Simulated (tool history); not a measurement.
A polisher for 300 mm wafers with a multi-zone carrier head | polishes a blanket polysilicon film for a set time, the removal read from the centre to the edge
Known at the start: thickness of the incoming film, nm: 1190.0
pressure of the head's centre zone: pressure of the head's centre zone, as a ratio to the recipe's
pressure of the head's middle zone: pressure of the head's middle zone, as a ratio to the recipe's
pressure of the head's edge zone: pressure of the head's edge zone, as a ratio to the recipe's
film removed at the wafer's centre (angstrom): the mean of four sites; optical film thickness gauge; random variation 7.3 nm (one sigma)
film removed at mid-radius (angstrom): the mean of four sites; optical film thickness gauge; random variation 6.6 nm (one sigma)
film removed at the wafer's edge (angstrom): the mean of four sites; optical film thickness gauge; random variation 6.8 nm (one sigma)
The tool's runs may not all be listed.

| run | hour | flow of slurry (ml/min) | pressure of the head's centre zone | pressure of the head's middle zone | pressure of the head's edge zone | polishing time (s) | film removed at the wafer's centre (angstrom) | film removed at mid-radius (angstrom) | film removed at the wafer's edge (angstrom) |
|---|---|---|---|---|---|---|---|---|---|
| 1 | 0.0 | 175 | 1.00 | 1.00 | 1.00 | 36 | 4525.8 | 4462.1 | 4493.5 |
| 2 | 5.9 | 180 | 1.01 | 1.02 | 1.00 | 36 | 4605.7 | 4449.2 | 4523.0 |
| 3 | 6.5 | 180 | 1.01 | 1.02 | 0.97 | 36 | 4527.3 | 4531.8 | 4441.7 |
| 4 | 11.0 | 185 | 1.02 | 1.04 | 0.96 | 36 | 4562.6 | 4620.5 | 4511.9 |
| 5 | 16.7 | 185 | 1.02 | 1.04 | 0.96 | 45 | 5798.8 | 5854.9 | 5547.9 |
| 6 | 21.5 | 185 | 1.07 | 1.04 | 0.96 | 45 | 5977.1 | 5762.9 | 5564.6 |

Run 7 comes next. What will it give?
| 7 | 24.0 | 180 | 1.07 | 1.05 | 0.94 | 45 | ? | ? | ? |

film removed at the wafer's centre (angstrom): 6077.0
film removed at mid-radius (angstrom): 5908.1
film removed at the wafer's edge (angstrom): 5413.4
